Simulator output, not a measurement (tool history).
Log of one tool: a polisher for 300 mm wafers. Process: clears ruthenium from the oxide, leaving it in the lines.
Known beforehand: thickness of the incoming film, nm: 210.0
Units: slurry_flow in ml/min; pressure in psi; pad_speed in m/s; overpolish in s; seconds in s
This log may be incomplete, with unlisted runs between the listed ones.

run 1 hour=0.0 | slurry_flow=245 pressure=2.6 pad_speed=1.28 overpolish=5 | seconds=119.45
run 2 hour=3.3 | slurry_flow=220 pressure=2.6 pad_speed=1.28 overpolish=5 | seconds=120.46
run 3 hour=6.0 | slurry_flow=220 pressure=2.3 pad_speed=1.26 overpolish=5 | seconds=134.10
run 4 hour=12.1 | slurry_flow=250 pressure=2.3 pad_speed=1.26 overpolish=5 | seconds=133.02
run 5 hour=15.3 | slurry_flow=250 pressure=2.7 pad_speed=1.26 overpolish=5 | seconds=114.56
run 6 hour=20.4 | slurry_flow=245 pressure=2.3 pad_speed=1.24 overpolish=5 | seconds=137.28
run 7 hour=23.3 | slurry_flow=245 pressure=2.1 pad_speed=1.24 overpolish=5 | seconds=149.19
run 8 hour=24.8 | slurry_flow=245 pressure=1.9 pad_speed=1.24 overpolish=5 | seconds=158.71
run 9 hour=32.6 | slurry_flow=245 pressure=1.8 pad_speed=1.24 overpolish=5 | seconds=168.49

Run 10 is up next; what results do you expect?
run 10 hour=33.4 | slurry_flow=245 pressure=1.7 pad_speed=1.24 overpolish=5 | seconds=?

{"run 10": {"seconds": 172.2}}

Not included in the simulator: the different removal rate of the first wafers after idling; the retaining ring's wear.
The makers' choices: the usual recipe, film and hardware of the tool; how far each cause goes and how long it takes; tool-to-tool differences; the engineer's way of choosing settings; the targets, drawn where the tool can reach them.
